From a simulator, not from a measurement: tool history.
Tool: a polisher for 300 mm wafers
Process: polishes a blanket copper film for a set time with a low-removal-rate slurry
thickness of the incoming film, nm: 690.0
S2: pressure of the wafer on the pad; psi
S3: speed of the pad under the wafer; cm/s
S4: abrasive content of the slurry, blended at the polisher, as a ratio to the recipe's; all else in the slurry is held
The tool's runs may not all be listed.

run 1 day=0 | flow_of_slurry_(ml/min)=205 S2=2.2 S3=124 S4=1 polishing_time_(s)=19 | film_removed_(nm)=46.349
run 2 day=0.088 | flow_of_slurry_(ml/min)=205 S2=2.5 S3=124 S4=1 polishing_time_(s)=19 | film_removed_(nm)=51.106
run 3 day=0.225 | flow_of_slurry_(ml/min)=205 S2=2.7 S3=128 S4=1 polishing_time_(s)=19 | film_removed_(nm)=56.157
run 4 day=0.279 | flow_of_slurry_(ml/min)=205 S2=2.7 S3=128 S4=0.9 polishing_time_(s)=19 | film_removed_(nm)=54.117
run 5 day=0.458 | flow_of_slurry_(ml/min)=205 S2=2.7 S3=128 S4=0.9 polishing_time_(s)=19 | film_removed_(nm)=55.737
run 6 day=0.633 | flow_of_slurry_(ml/min)=205 S2=2.3 S3=128 S4=0.9 polishing_time_(s)=19 | film_removed_(nm)=49.563
run 7 day=0.779 | flow_of_slurry_(ml/min)=205 S2=2.5 S3=134 S4=0.9 polishing_time_(s)=19 | film_removed_(nm)=56.345

Forecast run 8:
-- day=1.058 head pressure recalibrated
run 8 day=1.058 | flow_of_slurry_(ml/min)=205 S2=2.7 S3=136 S4=0.9 polishing_time_(s)=19 | film_removed_(nm)=?

film removed (nm): 62.56
